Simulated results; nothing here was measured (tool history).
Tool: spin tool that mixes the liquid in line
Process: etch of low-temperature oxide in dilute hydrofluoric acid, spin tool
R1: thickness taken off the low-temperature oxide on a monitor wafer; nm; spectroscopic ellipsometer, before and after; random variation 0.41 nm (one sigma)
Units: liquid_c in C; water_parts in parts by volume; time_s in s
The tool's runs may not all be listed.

{"run": 1, "hour": 0.0, "liquid_c": 25, "water_parts": 180, "time_s": 295, "R1": 30.374}
{"run": 2, "hour": 2.9, "liquid_c": 26, "water_parts": 175, "time_s": 295, "R1": 32.369}
{"run": 3, "hour": 4.1, "liquid_c": 26, "water_parts": 155, "time_s": 295, "R1": 37.656}
{"run": 4, "hour": 12.5, "liquid_c": 24, "water_parts": 155, "time_s": 295, "R1": 34.829}
{"run": 5, "hour": 21.3, "liquid_c": 24, "water_parts": 155, "time_s": 295, "R1": 34.904}
{"run": 6, "hour": 26.0, "liquid_c": 25, "water_parts": 150, "time_s": 295, "R1": 37.598}

The next listed run, before its measurement:
{"run": 7, "hour": 26.5, "liquid_c": 26, "water_parts": 145, "time_s": 295, "R1": "?"}

R1: 40.739 nm
